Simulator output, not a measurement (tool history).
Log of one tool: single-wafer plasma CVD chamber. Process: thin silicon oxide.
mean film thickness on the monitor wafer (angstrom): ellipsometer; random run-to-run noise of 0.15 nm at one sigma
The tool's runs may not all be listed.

run,hour,heater temperature setpoint (deg C),chamber pressure (mTorr),RF power (kW),deposition time (s),mean film thickness on the monitor wafer (angstrom)
1,0,410,686,0.305,13.2,229.2
2,2.7,410,686,0.33,13.2,237.02
3,3.2,410,717,0.33,13.2,245.12
4,9.3,410,717,0.365,13.2,255.29
5,10.7,415,717,0.365,13.2,254.57
6,16.5,415,717,0.38,13.2,257.91
7,24.5,415,717,0.38,13.2,258.38

Forecast run 8:
8,29.6,415,732,0.38,13.2,?

mean film thickness on the monitor wafer (angstrom): 265.04
